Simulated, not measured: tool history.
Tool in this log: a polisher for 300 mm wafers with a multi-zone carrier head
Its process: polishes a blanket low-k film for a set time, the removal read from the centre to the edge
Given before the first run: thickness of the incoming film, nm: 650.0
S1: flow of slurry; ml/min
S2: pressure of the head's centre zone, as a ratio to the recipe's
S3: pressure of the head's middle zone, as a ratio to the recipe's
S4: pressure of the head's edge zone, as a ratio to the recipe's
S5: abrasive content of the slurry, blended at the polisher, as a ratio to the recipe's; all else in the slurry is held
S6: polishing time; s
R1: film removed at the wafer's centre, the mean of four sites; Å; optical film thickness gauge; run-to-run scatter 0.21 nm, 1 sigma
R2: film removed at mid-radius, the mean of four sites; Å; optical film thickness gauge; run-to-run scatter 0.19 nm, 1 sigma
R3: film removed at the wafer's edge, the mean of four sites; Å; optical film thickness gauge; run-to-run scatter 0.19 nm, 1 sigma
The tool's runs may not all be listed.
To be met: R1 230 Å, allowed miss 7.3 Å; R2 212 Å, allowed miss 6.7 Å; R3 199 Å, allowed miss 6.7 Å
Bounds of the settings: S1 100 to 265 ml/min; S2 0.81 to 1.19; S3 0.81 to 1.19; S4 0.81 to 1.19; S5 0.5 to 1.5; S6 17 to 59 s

{"run": 1, "hour": 0.0, "S1": 170, "S2": 1, "S3": 1, "S4": 1, "S5": 1, "S6": 38, "R1": 157.6, "R2": 171.53, "R3": 172.34}
{"run": 2, "hour": 5.0, "S1": 195, "S2": 1, "S3": 1, "S4": 1, "S5": 1, "S6": 38, "R1": 164.23, "R2": 176.54, "R3": 174.32}
{"run": 3, "hour": 12.9, "S1": 195, "S2": 0.93, "S3": 1, "S4": 1, "S5": 1, "S6": 38, "R1": 154.2, "R2": 173.15, "R3": 176.74}
{"run": 4, "hour": 13.6, "S1": 195, "S2": 0.93, "S3": 1, "S4": 1, "S5": 0.9, "S6": 38, "R1": 148.6, "R2": 167.22, "R3": 167.18}
{"run": 5, "hour": 19.0, "S1": 195, "S2": 0.86, "S3": 1, "S4": 1, "S5": 0.9, "S6": 38, "R1": 138.42, "R2": 170.11, "R3": 170.37}
{"run": 6, "hour": 24.6, "S1": 195, "S2": 0.86, "S3": 1, "S4": 1, "S5": 0.9, "S6": 32, "R1": 115.14, "R2": 142.9, "R3": 144.01}
{"run": 7, "hour": 33.4, "S1": 210, "S2": 0.94, "S3": 1.02, "S4": 0.99, "S5": 1.05, "S6": 33, "R1": 139.24, "R2": 162.8, "R3": 155.72}
{"hour": 34.5, "done": "centre zone pressure recalibrated"}
{"run": 8, "hour": 34.5, "S1": 220, "S2": 1, "S3": 1.02, "S4": 1, "S5": 1.15, "S6": 33, "R1": 164.43, "R2": 169.03, "R3": 160.07}
{"run": 9, "hour": 42.1, "S1": 215, "S2": 1.03, "S3": 1.03, "S4": 1.02, "S5": 1.25, "S6": 34, "R1": 180.34, "R2": 180.8, "R3": 172.93}
{"run": 10, "hour": 46.8, "S1": 220, "S2": 1.05, "S3": 1.05, "S4": 1.05, "S5": 1.3, "S6": 34, "R1": 183.72, "R2": 179.81, "R3": 176.44}
{"run": 11, "hour": 53.7, "S1": 220, "S2": 1.06, "S3": 1.06, "S4": 1.04, "S5": 1.35, "S6": 35, "R1": 198.51, "R2": 194.6, "R3": 186.77}
{"run": 12, "hour": 56.8, "S1": 225, "S2": 1.07, "S3": 1.07, "S4": 1.04, "S5": 1.4, "S6": 35, "R1": 201.22, "R2": 195.18, "R3": 189.17}
{"run": 13, "hour": 63.0, "S1": 230, "S2": 1.09, "S3": 1.08, "S4": 1.04, "S5": 1.45, "S6": 35, "R1": 205.4, "R2": 201.21, "R3": 195.33}
{"run": 14, "hour": 64.8, "S1": 240, "S2": 1.12, "S3": 1.08, "S4": 1.02, "S5": 1.45, "S6": 35, "R1": 211.92, "R2": 203.61, "R3": 192.18}
{"run": 15, "hour": 72.2, "S1": 245, "S2": 1.14, "S3": 1.09, "S4": 1.02, "S5": 1.45, "S6": 35, "R1": 213.9, "R2": 203.79, "R3": 192.13}

Exactly one of the 5 candidate moves below puts every result within its allowed miss. Which one?
{"run": "A", "hour": 79.6, "S1": 225, "S2": 1.01, "S3": 1.15, "S4": 1.09, "S5": 1.45, "S6": 38, "R1": "?", "R2": "?", "R3": "?"}
{"run": "B", "hour": 79.6, "S1": 265, "S2": 1.12, "S3": 1.04, "S4": 0.96, "S5": 1.5, "S6": 37, "R1": "?", "R2": "?", "R3": "?"}
{"run": "C", "hour": 79.6, "S1": 245, "S2": 1.16, "S3": 1.08, "S4": 1.13, "S5": 1.35, "S6": 37, "R1": "?", "R2": "?", "R3": "?"}
{"run": "D", "hour": 79.6, "S1": 215, "S2": 1.15, "S3": 1.15, "S4": 0.98, "S5": 1.35, "S6": 38, "R1": "?", "R2": "?", "R3": "?"}
{"run": "E", "hour": 79.6, "S1": 255, "S2": 1.19, "S3": 1.02, "S4": 0.99, "S5": 1.45, "S6": 35, "R1": "?", "R2": "?", "R3": "?"}

move=A R1=208.52 R2=230.68 R3=212.98
move=B R1=228.62 R2=212.71 R3=200.52
move=C R1=224.72 R2=209.72 R3=207.91
move=D R1=224.87 R2=223.46 R3=196.21
move=E R1=223.79 R2=194.71 R3=189.68
A: the biggest miss grows against the last run
B: each result inside its tolerance
C: brings the result that was furthest off to its target, and leaves another outside
D: brings the result that was furthest off to its target, and leaves another outside
E: brings the result that was furthest off to its target, and leaves another outside
The right move is B.

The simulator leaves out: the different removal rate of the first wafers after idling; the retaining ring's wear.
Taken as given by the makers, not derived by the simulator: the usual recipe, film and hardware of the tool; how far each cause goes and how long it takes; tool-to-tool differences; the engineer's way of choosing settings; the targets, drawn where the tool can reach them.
